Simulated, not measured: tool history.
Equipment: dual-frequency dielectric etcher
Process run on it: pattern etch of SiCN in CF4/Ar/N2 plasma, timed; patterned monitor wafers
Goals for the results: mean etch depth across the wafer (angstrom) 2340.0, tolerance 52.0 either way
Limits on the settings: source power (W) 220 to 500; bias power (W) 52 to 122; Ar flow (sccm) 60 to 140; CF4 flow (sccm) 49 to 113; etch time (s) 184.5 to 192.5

run,hour,source power (W),bias power (W),Ar flow (sccm),CF4 flow (sccm),etch time (s),mean etch depth across the wafer (angstrom)
1,0.0,360,87,100,81,184.5,1532.5
2,5.6,360,87,100,81,192.5,1607.6
3,12.4,360,87,84,81,192.5,1645.9
4,19.5,360,93,84,81,192.5,1700.7
5,27.1,370,93,84,81,192.5,1752.0
# hour 31.1: wet clean of the chamber
6,31.1,380,93,84,81,192.5,1716.0
7,35.1,380,93,84,81,192.5,1722.0
8,38.3,390,96,82,83,192.5,1806.8
9,40.8,400,98,81,83,192.5,1871.4
10,42.3,410,99,81,83,192.5,1944.7
11,44.3,410,99,81,83,192.5,1938.1
12,47.4,420,99,81,83,192.5,1993.3
13,55.9,430,99,81,83,192.5,2035.1
14,60.7,440,99,81,83,192.5,2087.1
15,63.0,450,99,81,83,192.5,2136.2
16,70.4,470,100,81,83,192.5,2234.1

Of the 5 settings listed for the next run, only one would bring every result within its allowed miss of target. Which one?
A,77.8,480,101,86,97,192.5,?
B,77.8,440,117,91,90,185.5,?
C,77.8,480,92,72,76,192.5,?
D,77.8,450,107,84,81,188.0,?
E,77.8,450,100,77,78,187.0,?

move,mean etch depth across the wafer (angstrom)
A,2323.7
B,2175.1
C,2180.3
D,2140.6
E,2065.0
A: every result lands within tolerance
B: further off than the last run
C: further off than the last run
D: further off than the last run
E: further off than the last run
A is the move that brings every result within its allowed miss.

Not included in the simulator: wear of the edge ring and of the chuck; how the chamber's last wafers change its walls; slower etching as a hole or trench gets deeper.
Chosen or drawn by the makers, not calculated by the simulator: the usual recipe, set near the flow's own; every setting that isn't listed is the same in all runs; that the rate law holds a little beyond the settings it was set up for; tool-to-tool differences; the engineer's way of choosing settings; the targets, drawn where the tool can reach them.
